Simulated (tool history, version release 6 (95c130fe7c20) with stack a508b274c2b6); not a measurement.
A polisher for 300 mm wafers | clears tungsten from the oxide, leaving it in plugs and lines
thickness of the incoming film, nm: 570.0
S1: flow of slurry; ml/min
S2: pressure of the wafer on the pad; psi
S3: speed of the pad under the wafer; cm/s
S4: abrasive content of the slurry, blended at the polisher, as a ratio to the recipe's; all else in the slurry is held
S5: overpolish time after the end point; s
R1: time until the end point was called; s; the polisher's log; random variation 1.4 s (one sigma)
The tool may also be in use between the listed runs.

{"run": 1, "day": 0.0, "S1": 305, "S2": 4.2, "S3": 122, "S4": 1.0, "S5": 28, "R1": 77.387}
{"run": 2, "day": 0.271, "S1": 305, "S2": 4.2, "S3": 134, "S4": 1.0, "S5": 28, "R1": 71.36}
{"run": 3, "day": 0.483, "S1": 305, "S2": 4.2, "S3": 152, "S4": 1.0, "S5": 28, "R1": 63.117}
{"run": 4, "day": 0.558, "S1": 305, "S2": 4.2, "S3": 130, "S4": 1.0, "S5": 28, "R1": 72.818}
{"run": 5, "day": 0.646, "S1": 305, "S2": 4.2, "S3": 130, "S4": 1.0, "S5": 28, "R1": 74.413}
{"run": 6, "day": 0.85, "S1": 305, "S2": 4.2, "S3": 148, "S4": 1.0, "S5": 28, "R1": 64.026}
{"run": 7, "day": 0.938, "S1": 305, "S2": 3.8, "S3": 146, "S4": 1.0, "S5": 28, "R1": 68.423}
{"run": 8, "day": 1.1, "S1": 305, "S2": 3.4, "S3": 140, "S4": 1.0, "S5": 28, "R1": 77.269}
{"run": 9, "day": 1.271, "S1": 305, "S2": 3.1, "S3": 138, "S4": 1.0, "S5": 28, "R1": 82.571}
{"run": 10, "day": 1.417, "S1": 305, "S2": 2.9, "S3": 136, "S4": 1.0, "S5": 28, "R1": 87.35}
{"run": 11, "day": 1.629, "S1": 305, "S2": 2.7, "S3": 136, "S4": 1.0, "S5": 28, "R1": 89.424}
{"run": 12, "day": 1.688, "S1": 305, "S2": 2.5, "S3": 134, "S4": 1.0, "S5": 28, "R1": 94.815}

Run 13 comes next. What will it give?
{"run": 13, "day": 1.842, "S1": 305, "S2": 2.4, "S3": 134, "S4": 1.0, "S5": 28, "R1": "?"}

R1: 95.965 s
